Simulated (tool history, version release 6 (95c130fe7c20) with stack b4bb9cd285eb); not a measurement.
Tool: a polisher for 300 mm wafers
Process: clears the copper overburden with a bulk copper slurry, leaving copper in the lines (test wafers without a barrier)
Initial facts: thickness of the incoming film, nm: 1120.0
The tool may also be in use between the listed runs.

run,hour,flow of slurry (ml/min),pressure of the wafer on the pad (psi),speed of the pad under the wafer (m/s),abrasive content of the slurry,overpolish time after the end point (s),time until the end point was called (s),dishing of a wide line in a test structure (angstrom)
1,0.0,290,3.0,1.24,1.00,29,93.381,1371.1
2,5.9,295,2.7,1.36,1.00,25,90.548,1292.0
3,7.5,295,2.7,1.68,1.00,25,73.569,1428.8
4,9.7,320,2.4,1.66,1.10,22,80.543,1216.5
5,12.7,345,2.2,1.70,1.20,19,79.167,1173.9
6,17.1,345,2.2,1.70,1.35,19,75.072,1126.2
7,17.7,310,2.0,1.72,1.40,17,79.930,1077.0

Forecast run 8:
8,25.4,340,1.9,1.70,1.40,15,?,?

{"run 8": {"time until the end point was called (s)": 85.064, "dishing of a wide line in a test structure (angstrom)": 1001.1}}

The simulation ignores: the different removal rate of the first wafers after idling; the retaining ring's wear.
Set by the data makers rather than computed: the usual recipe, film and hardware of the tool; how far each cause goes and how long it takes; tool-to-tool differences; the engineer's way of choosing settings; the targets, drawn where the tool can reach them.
